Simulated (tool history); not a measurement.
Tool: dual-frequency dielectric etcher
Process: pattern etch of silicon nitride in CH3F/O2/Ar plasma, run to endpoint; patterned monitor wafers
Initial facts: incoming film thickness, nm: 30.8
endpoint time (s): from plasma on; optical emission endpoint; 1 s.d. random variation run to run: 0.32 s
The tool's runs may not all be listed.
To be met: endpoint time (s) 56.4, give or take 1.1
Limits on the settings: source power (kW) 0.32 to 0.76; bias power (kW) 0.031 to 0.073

run 1 day=0 | source_power_(kW)=0.54 bias_power_(kW)=0.052 | endpoint_time_(s)=44.739
run 2 day=0.25 | source_power_(kW)=0.54 bias_power_(kW)=0.056 | endpoint_time_(s)=43.421
run 3 day=0.283 | source_power_(kW)=0.54 bias_power_(kW)=0.047 | endpoint_time_(s)=46.637
run 4 day=0.508 | source_power_(kW)=0.59 bias_power_(kW)=0.047 | endpoint_time_(s)=45.306
run 5 day=0.592 | source_power_(kW)=0.55 bias_power_(kW)=0.045 | endpoint_time_(s)=47.691
run 6 day=0.725 | source_power_(kW)=0.51 bias_power_(kW)=0.045 | endpoint_time_(s)=48.848
run 7 day=0.912 | source_power_(kW)=0.48 bias_power_(kW)=0.044 | endpoint_time_(s)=50.245
run 8 day=1.071 | source_power_(kW)=0.45 bias_power_(kW)=0.044 | endpoint_time_(s)=52.255
run 9 day=1.279 | source_power_(kW)=0.44 bias_power_(kW)=0.044 | endpoint_time_(s)=52.512
run 10 day=1.383 | source_power_(kW)=0.43 bias_power_(kW)=0.044 | endpoint_time_(s)=53.272
run 11 day=1.642 | source_power_(kW)=0.42 bias_power_(kW)=0.044 | endpoint_time_(s)=53.416
run 12 day=1.742 | source_power_(kW)=0.41 bias_power_(kW)=0.044 | endpoint_time_(s)=53.399
run 13 day=2.033 | source_power_(kW)=0.4 bias_power_(kW)=0.044 | endpoint_time_(s)=54.749
run 14 day=2.242 | source_power_(kW)=0.39 bias_power_(kW)=0.044 | endpoint_time_(s)=55.742

5 next moves are on the table. One of them brings every result within its allowed miss. Which?
run A day=2.45 | source_power_(kW)=0.35 bias_power_(kW)=0.042 | endpoint_time_(s)=?
run B day=2.45 | source_power_(kW)=0.35 bias_power_(kW)=0.046 | endpoint_time_(s)=?
run C day=2.45 | source_power_(kW)=0.37 bias_power_(kW)=0.048 | endpoint_time_(s)=?
run D day=2.45 | source_power_(kW)=0.42 bias_power_(kW)=0.044 | endpoint_time_(s)=?
run E day=2.45 | source_power_(kW)=0.36 bias_power_(kW)=0.05 | endpoint_time_(s)=?

move=A endpoint_time_(s)=58.811
move=B endpoint_time_(s)=56.418
move=C endpoint_time_(s)=54.089
move=D endpoint_time_(s)=53.384
move=E endpoint_time_(s)=53.7
A: moves the result that the last run missed by most past its target, out the other side
B: every result lands within tolerance
C: lands further from the targets than the last run did
D: lands further from the targets than the last run did
E: lands further from the targets than the last run did
The right move is B.
